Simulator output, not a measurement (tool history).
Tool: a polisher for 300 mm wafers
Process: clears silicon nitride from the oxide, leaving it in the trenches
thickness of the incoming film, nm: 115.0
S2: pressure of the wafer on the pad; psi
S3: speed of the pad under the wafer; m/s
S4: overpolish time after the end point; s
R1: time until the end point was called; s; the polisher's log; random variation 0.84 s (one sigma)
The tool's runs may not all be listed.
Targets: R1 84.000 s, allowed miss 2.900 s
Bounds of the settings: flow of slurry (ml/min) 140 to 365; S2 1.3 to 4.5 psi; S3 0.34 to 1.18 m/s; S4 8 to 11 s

Run 1, day 0.000: flow of slurry (ml/min) 235, S2 2.9 psi, S3 0.76 m/s, S4 11 s. Result: R1 170.170 s.
Run 2, day 0.029: flow of slurry (ml/min) 235, S2 2.2 psi, S3 0.76 m/s, S4 11 s. Result: R1 220.960 s.
Run 3, day 0.179: flow of slurry (ml/min) 235, S2 2.2 psi, S3 0.88 m/s, S4 11 s. Result: R1 190.080 s.
Run 4, day 0.292: flow of slurry (ml/min) 235, S2 2.8 psi, S3 0.88 m/s, S4 11 s. Result: R1 150.070 s.
Run 5, day 0.542: flow of slurry (ml/min) 235, S2 2.8 psi, S3 0.88 m/s, S4 8 s. Result: R1 151.580 s.
Run 6, day 0.892: flow of slurry (ml/min) 235, S2 3.3 psi, S3 0.88 m/s, S4 8 s. Result: R1 129.140 s.
Run 7, day 1.096: flow of slurry (ml/min) 235, S2 3.6 psi, S3 0.88 m/s, S4 8 s. Result: R1 119.700 s.
Run 8, day 1.471: flow of slurry (ml/min) 235, S2 3.8 psi, S3 0.90 m/s, S4 8 s. Result: R1 111.160 s.
Run 9, day 1.833: flow of slurry (ml/min) 235, S2 4.0 psi, S3 0.92 m/s, S4 8 s. Result: R1 102.990 s.
Run 10, day 2.000: flow of slurry (ml/min) 235, S2 4.1 psi, S3 0.94 m/s, S4 8 s. Result: R1 99.715 s.
Run 11, day 2.067: flow of slurry (ml/min) 235, S2 4.2 psi, S3 0.96 m/s, S4 8 s. Result: R1 93.758 s.
Run 12, day 2.392: flow of slurry (ml/min) 240, S2 4.5 psi, S3 0.96 m/s, S4 8 s. Result: R1 87.110 s.
At day 2.679: slurry nozzle cleaned.
Run 13, day 2.679: flow of slurry (ml/min) 240, S2 4.5 psi, S3 1.00 m/s, S4 8 s. Result: R1 78.804 s.
Run 14, day 3.012: flow of slurry (ml/min) 235, S2 4.5 psi, S3 1.00 m/s, S4 8 s. Result: R1 78.191 s.

5 next moves are on the table. One of them brings every result within its allowed miss. Which?
Run A, day 3.346: flow of slurry (ml/min) 240, S2 4.4 psi, S3 1.06 m/s, S4 11 s. Result: R1 ?.
Run B, day 3.346: flow of slurry (ml/min) 230, S2 4.2 psi, S3 0.96 m/s, S4 8 s. Result: R1 ?.
Run C, day 3.346: flow of slurry (ml/min) 195, S2 4.4 psi, S3 1.00 m/s, S4 11 s. Result: R1 ?.
Run D, day 3.346: flow of slurry (ml/min) 245, S2 4.1 psi, S3 0.96 m/s, S4 8 s. Result: R1 ?.
Run E, day 3.346: flow of slurry (ml/min) 250, S2 4.5 psi, S3 1.06 m/s, S4 11 s. Result: R1 ?.

move      R1
   A  77.324
   B  89.633
   C  84.232
   D  91.060
   E  75.273
A: further off than the last run
B: takes the result that was furthest off past its target
C: meets every target
D: takes the result that was furthest off past its target
E: further off than the last run
The right move is C.
